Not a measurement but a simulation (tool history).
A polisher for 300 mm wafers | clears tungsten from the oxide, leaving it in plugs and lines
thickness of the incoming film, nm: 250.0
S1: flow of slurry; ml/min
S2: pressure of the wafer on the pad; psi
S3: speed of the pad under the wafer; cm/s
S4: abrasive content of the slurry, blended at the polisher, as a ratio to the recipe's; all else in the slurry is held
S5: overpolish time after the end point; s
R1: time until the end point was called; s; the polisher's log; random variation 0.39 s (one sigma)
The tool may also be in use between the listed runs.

run,day,S1,S2,S3,S4,S5,R1
1,0,245,4.8,84,1,2,58.152
2,0.279,245,3.6,84,1,2,78.758
3,0.529,245,3.6,84,1,2,77.604
4,0.675,245,4.3,84,1,2,64.239
5,1.033,245,5.4,84,1,2,52.486
6,1.067,245,5.7,84,1,2,48.902
7,1.092,245,5.7,84,1,2,49.719

The next listed run, before its measurement:
8,1.321,245,5.9,84,1,2,?

R1: 47.962 s

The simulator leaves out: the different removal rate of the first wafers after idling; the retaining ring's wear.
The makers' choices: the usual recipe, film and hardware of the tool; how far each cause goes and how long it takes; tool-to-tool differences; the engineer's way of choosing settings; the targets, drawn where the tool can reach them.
